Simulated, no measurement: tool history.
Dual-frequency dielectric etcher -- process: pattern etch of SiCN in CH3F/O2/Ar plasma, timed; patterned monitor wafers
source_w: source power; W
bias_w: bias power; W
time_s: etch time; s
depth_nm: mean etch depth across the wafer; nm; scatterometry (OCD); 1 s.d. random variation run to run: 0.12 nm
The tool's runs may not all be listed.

run,day,source_w,bias_w,time_s,depth_nm
1,0,320,79,58,20.826
2,0.129,320,90,58,21.828
3,0.433,310,89,58,21.821
4,0.75,300,86,58,21.37
5,1.092,300,92,58,21.871
6,1.317,290,89,58,21.241
7,1.371,280,87,58,20.497
8,1.654,270,87,58,20.575
9,1.962,260,86,58,20.075
10,2.25,250,86,58,19.909

What does the tool deliver on the next run?
11,2.467,240,86,58,?

For run 11 the tool returned depth_nm 19.296 nm.
